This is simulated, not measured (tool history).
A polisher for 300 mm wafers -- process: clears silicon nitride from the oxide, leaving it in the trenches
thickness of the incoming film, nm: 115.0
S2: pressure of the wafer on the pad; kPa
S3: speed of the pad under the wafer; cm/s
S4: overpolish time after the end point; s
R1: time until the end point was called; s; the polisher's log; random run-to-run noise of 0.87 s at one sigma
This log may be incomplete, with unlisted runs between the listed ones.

{"run": 1, "hour": 0.0, "flow of slurry (ml/min)": 275, "S2": 20.0, "S3": 94, "S4": 9, "R1": 139.06}
{"run": 2, "hour": 7.8, "flow of slurry (ml/min)": 275, "S2": 15.2, "S3": 94, "S4": 9, "R1": 177.76}
{"run": 3, "hour": 14.0, "flow of slurry (ml/min)": 275, "S2": 15.2, "S3": 94, "S4": 9, "R1": 179.44}
{"run": 4, "hour": 19.9, "flow of slurry (ml/min)": 275, "S2": 15.2, "S3": 94, "S4": 9, "R1": 180.83}
{"run": 5, "hour": 24.2, "flow of slurry (ml/min)": 275, "S2": 17.9, "S3": 94, "S4": 9, "R1": 152.48}
{"run": 6, "hour": 29.2, "flow of slurry (ml/min)": 275, "S2": 17.9, "S3": 94, "S4": 9, "R1": 155.29}
{"run": 7, "hour": 29.8, "flow of slurry (ml/min)": 275, "S2": 20.0, "S3": 96, "S4": 9, "R1": 135.38}
{"run": 8, "hour": 33.2, "flow of slurry (ml/min)": 275, "S2": 22.1, "S3": 98, "S4": 9, "R1": 123.11}

Run 9 comes next. What will it give?
{"run": 9, "hour": 39.2, "flow of slurry (ml/min)": 275, "S2": 23.4, "S3": 102, "S4": 9, "R1": "?"}

R1: 109.33 s

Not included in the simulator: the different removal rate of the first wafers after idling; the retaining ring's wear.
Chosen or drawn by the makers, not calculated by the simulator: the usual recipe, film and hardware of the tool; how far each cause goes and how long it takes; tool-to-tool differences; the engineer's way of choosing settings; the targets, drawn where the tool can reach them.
